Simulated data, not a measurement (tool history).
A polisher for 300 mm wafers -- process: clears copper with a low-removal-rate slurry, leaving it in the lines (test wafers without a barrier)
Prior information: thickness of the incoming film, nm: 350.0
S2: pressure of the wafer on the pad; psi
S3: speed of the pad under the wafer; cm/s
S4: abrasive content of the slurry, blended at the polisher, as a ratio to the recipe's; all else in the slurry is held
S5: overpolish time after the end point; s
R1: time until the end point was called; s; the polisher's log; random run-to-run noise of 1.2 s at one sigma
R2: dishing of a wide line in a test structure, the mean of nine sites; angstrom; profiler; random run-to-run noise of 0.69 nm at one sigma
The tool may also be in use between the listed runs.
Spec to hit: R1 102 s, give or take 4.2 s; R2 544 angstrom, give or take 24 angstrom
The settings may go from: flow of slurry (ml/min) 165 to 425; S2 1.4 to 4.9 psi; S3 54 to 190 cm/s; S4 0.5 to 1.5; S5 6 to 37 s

Run 1, day 0: flow of slurry (ml/min) 275, S2 3.1 psi, S3 122 cm/s, S4 1, S5 19 s. Result: R1 73.427 s, R2 478.86 angstrom.
Run 2, day 0.308: flow of slurry (ml/min) 275, S2 3.1 psi, S3 152 cm/s, S4 1, S5 19 s. Result: R1 58.801 s, R2 532.96 angstrom.
Run 3, day 0.6: flow of slurry (ml/min) 280, S2 2.6 psi, S3 148 cm/s, S4 1, S5 23 s. Result: R1 66.717 s, R2 540.41 angstrom.
Run 4, day 0.833: flow of slurry (ml/min) 280, S2 2.6 psi, S3 118 cm/s, S4 1, S5 23 s. Result: R1 84.698 s, R2 478.2 angstrom.
Run 5, day 0.858: flow of slurry (ml/min) 280, S2 2.6 psi, S3 118 cm/s, S4 1, S5 26 s. Result: R1 86.297 s, R2 516.04 angstrom.
Run 6, day 1.229: flow of slurry (ml/min) 340, S2 2.6 psi, S3 118 cm/s, S4 1, S5 26 s. Result: R1 81.903 s, R2 526.99 angstrom.
Run 7, day 1.275: flow of slurry (ml/min) 325, S2 2.4 psi, S3 116 cm/s, S4 1, S5 28 s. Result: R1 90.623 s, R2 523.44 angstrom.
Run 8, day 1.383: flow of slurry (ml/min) 315, S2 2.3 psi, S3 116 cm/s, S4 1, S5 29 s. Result: R1 93.363 s, R2 515.44 angstrom.
Run 9, day 1.525: flow of slurry (ml/min) 305, S2 2.3 psi, S3 114 cm/s, S4 1, S5 30 s. Result: R1 93.526 s, R2 518.63 angstrom.

Exactly one of the 5 candidate moves below puts every result within its allowed miss. Which one?
Run A, day 1.667: flow of slurry (ml/min) 290, S2 1.9 psi, S3 128 cm/s, S4 1.05, S5 30 s. Result: R1 ?, R2 ?.
Run B, day 1.667: flow of slurry (ml/min) 335, S2 2.2 psi, S3 130 cm/s, S4 1, S5 25 s. Result: R1 ?, R2 ?.
Run C, day 1.667: flow of slurry (ml/min) 385, S2 2.3 psi, S3 102 cm/s, S4 0.95, S5 30 s. Result: R1 ?, R2 ?.
Run D, day 1.667: flow of slurry (ml/min) 190, S2 1.8 psi, S3 128 cm/s, S4 1.1, S5 36 s. Result: R1 ?, R2 ?.
Run E, day 1.667: flow of slurry (ml/min) 370, S2 2.7 psi, S3 94 cm/s, S4 0.85, S5 28 s. Result: R1 ?, R2 ?.

move      R1      R2
   A  93.977  505.78
   B  83.959  491.15
   C  103.21  485.63
   D  101.55  532.73
   E  102.88  471.18
A: nearer the targets than the last run, but a result is still out of spec
B: the biggest miss grows against the last run
C: brings the result that was furthest off to its target, and leaves another outside
D: every result lands within tolerance
E: brings the result that was furthest off to its target, and leaves another outside
D meets every target.
